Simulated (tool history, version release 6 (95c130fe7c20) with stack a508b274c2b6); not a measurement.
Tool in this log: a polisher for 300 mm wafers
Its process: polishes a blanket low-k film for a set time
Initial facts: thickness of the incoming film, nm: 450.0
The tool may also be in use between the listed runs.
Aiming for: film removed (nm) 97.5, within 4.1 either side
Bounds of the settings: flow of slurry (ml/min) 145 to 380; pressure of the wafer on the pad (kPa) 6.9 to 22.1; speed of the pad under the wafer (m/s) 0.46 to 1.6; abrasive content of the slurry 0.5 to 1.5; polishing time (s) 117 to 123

run,hour,flow of slurry (ml/min),pressure of the wafer on the pad (kPa),speed of the pad under the wafer (m/s),abrasive content of the slurry,polishing time (s),film removed (nm)
1,0,245,14.5,1.02,1,117,49.079
2,4.2,245,16.5,1.08,1,117,58.01
3,8,245,16.5,1.08,1,117,57.854
4,11.1,280,16.5,1.08,1,117,58.976
5,15.7,280,17.9,1.14,1,117,65.009
6,23.7,315,17.9,1.14,1,117,66.211
7,30.4,315,18.6,1.2,1,117,71.37
8,33.2,315,19.3,1.24,1,117,77.901
9,40,315,20,1.26,1,117,81.258
10,48.9,315,20.7,1.28,1,117,84.59
11,56.5,315,20.7,1.28,1,117,84.614
12,57,315,20.7,1.3,1,117,83.161
13,58.8,315,20.7,1.3,1,117,85.493

Below are 5 possible settings for the next run. Only one of them brings all results inside the allowed miss of their targets. Which is it?
A,60.6,310,20,1.5,1,121,?
B,60.6,360,19.3,1.2,0.85,120,?
C,60.6,340,22.1,1.02,1.15,121,?
D,60.6,285,17.9,1.34,0.95,123,?
E,60.6,365,20,1.32,0.95,117,?

move,film removed (nm)
A,95.538
B,72.579
C,82.107
D,77.608
E,82.756
A: all results land within tolerance of their targets
B: its largest miss is bigger than the last run's
C: its largest miss is bigger than the last run's
D: its largest miss is bigger than the last run's
E: its largest miss is bigger than the last run's
Go with A: it meets all targets.

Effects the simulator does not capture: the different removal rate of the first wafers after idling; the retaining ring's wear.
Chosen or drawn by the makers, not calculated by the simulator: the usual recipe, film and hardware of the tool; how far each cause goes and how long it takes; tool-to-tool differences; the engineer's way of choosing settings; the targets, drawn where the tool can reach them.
